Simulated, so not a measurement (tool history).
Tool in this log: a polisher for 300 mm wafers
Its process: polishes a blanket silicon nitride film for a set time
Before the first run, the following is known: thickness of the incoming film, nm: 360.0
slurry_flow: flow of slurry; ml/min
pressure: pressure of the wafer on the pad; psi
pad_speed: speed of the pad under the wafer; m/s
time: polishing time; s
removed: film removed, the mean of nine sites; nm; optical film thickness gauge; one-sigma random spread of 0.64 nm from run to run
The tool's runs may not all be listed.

| run | hour | slurry_flow | pressure | pad_speed | time | removed |
|---|---|---|---|---|---|---|
| 1 | 0 | 245 | 2.7 | 1.06 | 76 | 121.24 |
| 2 | 5.9 | 290 | 2.7 | 1.06 | 76 | 123.96 |
| 3 | 11.6 | 320 | 2.7 | 1.06 | 76 | 125.44 |
| 4 | 13.9 | 320 | 2.4 | 1.04 | 76 | 107.29 |
| 5 | 21.3 | 320 | 2.2 | 1.04 | 76 | 100.36 |
| 6 | 26.2 | 320 | 2.2 | 1.04 | 76 | 98.428 |
| 7 | 33.9 | 320 | 2.1 | 1.04 | 76 | 95.295 |
| 8 | 40.2 | 320 | 2 | 1.04 | 76 | 91.073 |
| 9 | 41.5 | 320 | 1.9 | 1.04 | 76 | 87.282 |
| 10 | 44.7 | 320 | 1.8 | 1.04 | 76 | 81.083 |
| 11 | 48.3 | 310 | 1.8 | 1.04 | 76 | 81.759 |
| 12 | 55.9 | 305 | 1.7 | 1.04 | 76 | 79.168 |

Expected results for the next run?
| 13 | 62.3 | 305 | 1.6 | 1.04 | 76 | ? |

removed: 74.146 nm
